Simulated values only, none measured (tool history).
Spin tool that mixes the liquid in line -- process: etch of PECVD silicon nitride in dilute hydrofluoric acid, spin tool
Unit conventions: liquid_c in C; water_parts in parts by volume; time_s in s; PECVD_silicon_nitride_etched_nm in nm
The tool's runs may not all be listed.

run  hour  liquid_c  water_parts  time_s  PECVD_silicon_nitride_etched_nm
  1   0.0      23.0          100     280                           7.3836
  2   0.6      23.0          125     280                           5.8744
  3   2.6      20.0          125     280                           4.8909
  4  10.5      20.0          155     280                           3.9489
  5  12.0      20.0          125     280                           4.8904
  6  16.6      17.5          125     280                           4.1140
  7  24.0      21.0          100     280                           6.4579
  8  29.1      23.5           80     280                           9.5681
  9  31.2      25.5           70     280                          12.4750
 10  37.1      27.0           65     280                          14.8880
 11  45.0      28.0           65     280                          15.6980
 12  49.5      28.5           60     280                          17.5110
 13  53.7      28.5           60     280                          17.6610
 14  57.6      29.0           60     280                          18.1230
 15  63.4      29.0           60     280                          18.1040

Forecast run 16:
 16  69.1      29.5           60     280                                ?

{"run 16": {"PECVD_silicon_nitride_etched_nm": 18.936}}
